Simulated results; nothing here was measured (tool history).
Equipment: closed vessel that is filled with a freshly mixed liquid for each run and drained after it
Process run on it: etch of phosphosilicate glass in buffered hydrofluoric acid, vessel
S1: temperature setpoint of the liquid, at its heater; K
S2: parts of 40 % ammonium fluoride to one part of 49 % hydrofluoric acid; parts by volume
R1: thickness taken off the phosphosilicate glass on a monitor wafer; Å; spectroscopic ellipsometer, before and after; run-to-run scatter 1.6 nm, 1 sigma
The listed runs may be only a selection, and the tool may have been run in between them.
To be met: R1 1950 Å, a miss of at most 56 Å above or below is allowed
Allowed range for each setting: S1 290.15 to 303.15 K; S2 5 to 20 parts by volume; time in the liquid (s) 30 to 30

Run 1, hour 0: S1 295.15 K, S2 12 parts by volume, time in the liquid (s) 30. Result: R1 861.31 Å.
Run 2, hour 1.8: S1 295.15 K, S2 12 parts by volume, time in the liquid (s) 30. Result: R1 865.8 Å.
Run 3, hour 10.6: S1 295.15 K, S2 10 parts by volume, time in the liquid (s) 30. Result: R1 1043.9 Å.
Run 4, hour 12.1: S1 297.15 K, S2 9.5 parts by volume, time in the liquid (s) 30. Result: R1 1206.4 Å.
At hour 18.8: thermometer replaced.
Run 5, hour 18.8: S1 298.65 K, S2 9 parts by volume, time in the liquid (s) 30. Result: R1 1505.7 Å.
Run 6, hour 25.3: S1 300.65 K, S2 9 parts by volume, time in the liquid (s) 30. Result: R1 1692.1 Å.
Run 7, hour 28.9: S1 301.15 K, S2 9 parts by volume, time in the liquid (s) 30. Result: R1 1722 Å.
Run 8, hour 34.7: S1 301.65 K, S2 9 parts by volume, time in the liquid (s) 30. Result: R1 1784.1 Å.

Of the 4 settings listed for the next run, only one would bring every result within its allowed miss of target. Which one?
Run A, hour 40.5: S1 303.15 K, S2 8 parts by volume, time in the liquid (s) 30. Result: R1 ?.
Run B, hour 40.5: S1 299.65 K, S2 8.5 parts by volume, time in the liquid (s) 30. Result: R1 ?.
Run C, hour 40.5: S1 299.65 K, S2 7.5 parts by volume, time in the liquid (s) 30. Result: R1 ?.
Run D, hour 40.5: S1 303.15 K, S2 11.5 parts by volume, time in the liquid (s) 30. Result: R1 ?.

move      R1
   A  2198.3
   B  1710.2
   C  1958.2
   D  1580.9
A: moves the result that the last run missed by most past its target, out the other side
B: misses by more than the last run did
C: all results land within tolerance of their targets
D: misses by more than the last run did
Answer: C

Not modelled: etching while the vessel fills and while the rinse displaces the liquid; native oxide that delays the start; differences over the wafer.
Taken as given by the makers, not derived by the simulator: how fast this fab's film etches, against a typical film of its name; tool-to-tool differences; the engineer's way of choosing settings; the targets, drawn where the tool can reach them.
